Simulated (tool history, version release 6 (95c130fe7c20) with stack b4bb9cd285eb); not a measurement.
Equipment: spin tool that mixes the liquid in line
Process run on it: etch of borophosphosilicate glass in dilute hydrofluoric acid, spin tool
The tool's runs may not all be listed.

run,hour,temperature setpoint of the liquid (°C),parts of water to one part of 49 % hydrofluoric acid (parts by volume),time under the liquid (s),thickness taken off the borophosphosilicate glass on a monitor wafer (Å)
1,0.0,23.0,225,85,113.26
2,3.2,24.5,225,85,119.48
3,8.3,26.5,215,85,136.46
4,13.1,29.5,215,85,150.59
5,15.1,29.5,145,85,242.23
6,23.4,29.5,145,85,242.38

Forecast run 7:
7,25.9,27.0,145,85,?

{"run 7": {"thickness taken off the borophosphosilicate glass on a monitor wafer (Å)": 221.77}}

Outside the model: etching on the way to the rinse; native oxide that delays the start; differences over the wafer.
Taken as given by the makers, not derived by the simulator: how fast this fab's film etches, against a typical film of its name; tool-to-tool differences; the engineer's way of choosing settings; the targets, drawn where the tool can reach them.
